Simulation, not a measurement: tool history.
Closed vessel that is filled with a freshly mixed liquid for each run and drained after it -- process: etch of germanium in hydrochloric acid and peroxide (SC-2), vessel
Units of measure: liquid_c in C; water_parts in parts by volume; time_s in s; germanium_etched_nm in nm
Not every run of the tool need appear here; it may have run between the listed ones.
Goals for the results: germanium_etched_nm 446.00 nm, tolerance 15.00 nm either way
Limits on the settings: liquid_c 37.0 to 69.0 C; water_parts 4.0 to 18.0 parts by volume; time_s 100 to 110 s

run	hour	liquid_c	water_parts	time_s	germanium_etched_nm
1	0.0	53.0	10.0	100	308.24
2	4.6	55.5	10.0	100	327.81
3	6.9	55.5	11.5	100	324.91
4	8.3	55.5	11.5	100	325.92
5	9.9	61.0	11.5	100	379.84
6	13.8	62.0	11.5	100	388.43
7	16.8	63.0	11.5	100	392.89
8	21.9	64.0	11.5	100	417.43

Exercise: of the 4 proposed moves below, exactly one satisfies all targets within the stated allowed misses. Which move is it?
A	27.0	58.5	8.5	105	?
B	27.0	68.0	15.0	100	?
C	27.0	62.0	11.5	100	?
D	27.0	63.5	12.5	100	?

move	germanium_etched_nm
A	382.39
B	443.12
C	390.66
D	403.07
A: the biggest miss grows against the last run
B: meets every target
C: the biggest miss grows against the last run
D: the biggest miss grows against the last run
Go with B: it meets all targets.
